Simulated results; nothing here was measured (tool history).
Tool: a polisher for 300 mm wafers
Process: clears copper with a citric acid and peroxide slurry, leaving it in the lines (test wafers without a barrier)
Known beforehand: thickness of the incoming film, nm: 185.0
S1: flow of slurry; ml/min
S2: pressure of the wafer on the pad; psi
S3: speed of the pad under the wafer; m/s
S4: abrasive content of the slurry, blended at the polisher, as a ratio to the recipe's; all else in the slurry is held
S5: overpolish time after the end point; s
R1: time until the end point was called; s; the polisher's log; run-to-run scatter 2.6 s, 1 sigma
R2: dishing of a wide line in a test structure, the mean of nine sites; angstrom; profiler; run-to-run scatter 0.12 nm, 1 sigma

run	hour	S1	S2	S3	S4	S5	R1	R2
1	0.0	215	3.1	0.92	1.00	25	112.03	315.31
2	5.4	215	2.9	0.88	1.00	21	121.59	246.89
3	13.2	225	2.6	0.86	1.05	18	135.78	196.03
4	19.0	225	2.6	0.86	1.05	11	130.06	126.20
5	21.1	225	2.6	0.86	1.05	15	131.96	173.51
6	23.2	225	2.6	1.08	1.05	15	110.55	198.52

Predict the results of run 7:
7	24.6	220	2.7	0.98	1.00	14	?	?

{"run 7": {"R1": 115.48, "R2": 177.23}}
